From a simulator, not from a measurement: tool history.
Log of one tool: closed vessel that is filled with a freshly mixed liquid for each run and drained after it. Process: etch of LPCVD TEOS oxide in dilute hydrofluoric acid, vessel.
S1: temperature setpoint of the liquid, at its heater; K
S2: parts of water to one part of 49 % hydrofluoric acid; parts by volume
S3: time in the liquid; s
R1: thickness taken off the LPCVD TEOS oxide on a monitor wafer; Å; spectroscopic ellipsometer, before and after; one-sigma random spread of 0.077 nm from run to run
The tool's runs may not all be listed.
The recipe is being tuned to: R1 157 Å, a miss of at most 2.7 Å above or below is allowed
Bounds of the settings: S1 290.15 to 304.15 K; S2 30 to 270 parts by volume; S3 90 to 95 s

{"run": 1, "hour": 0.0, "S1": 296.15, "S2": 150, "S3": 90, "R1": 173.53}
{"run": 2, "hour": 6.8, "S1": 296.15, "S2": 115, "S3": 90, "R1": 233.21}
{"run": 3, "hour": 11.6, "S1": 294.15, "S2": 120, "S3": 90, "R1": 206.25}
{"run": 4, "hour": 16.4, "S1": 294.15, "S2": 120, "S3": 95, "R1": 218.06}
{"run": 5, "hour": 24.0, "S1": 291.15, "S2": 120, "S3": 95, "R1": 194.26}
{"run": 6, "hour": 25.5, "S1": 291.15, "S2": 120, "S3": 90, "R1": 182.71}
{"run": 7, "hour": 32.3, "S1": 290.65, "S2": 125, "S3": 90, "R1": 172.6}
{"run": 8, "hour": 35.1, "S1": 290.65, "S2": 130, "S3": 90, "R1": 163.93}
{"run": 9, "hour": 36.5, "S1": 290.15, "S2": 130, "S3": 90, "R1": 160.96}
{"run": 10, "hour": 45.5, "S1": 290.15, "S2": 135, "S3": 90, "R1": 153.85}
{"run": 11, "hour": 51.2, "S1": 290.15, "S2": 135, "S3": 90, "R1": 154.17}

Which one of the following 5 next-run settings gets every result inside its allowed miss? There is exactly one.
{"run": "A", "hour": 56.9, "S1": 291.15, "S2": 145, "S3": 95, "R1": "?"}
{"run": "B", "hour": 56.9, "S1": 290.15, "S2": 130, "S3": 90, "R1": "?"}
{"run": "C", "hour": 56.9, "S1": 292.15, "S2": 145, "S3": 95, "R1": "?"}
{"run": "D", "hour": 56.9, "S1": 291.65, "S2": 140, "S3": 95, "R1": "?"}
{"run": "E", "hour": 56.9, "S1": 290.15, "S2": 135, "S3": 95, "R1": "?"}

move=A R1=156.58
move=B R1=161.19
move=C R1=163.05
move=D R1=166.34
move=E R1=163.03
A: hits every target within its allowed miss
B: the result that was furthest off in the last run now lies on the other side of its target
C: the result that was furthest off in the last run now lies on the other side of its target
D: the result that was furthest off in the last run now lies on the other side of its target
E: the result that was furthest off in the last run now lies on the other side of its target
Go with A: it meets all targets.
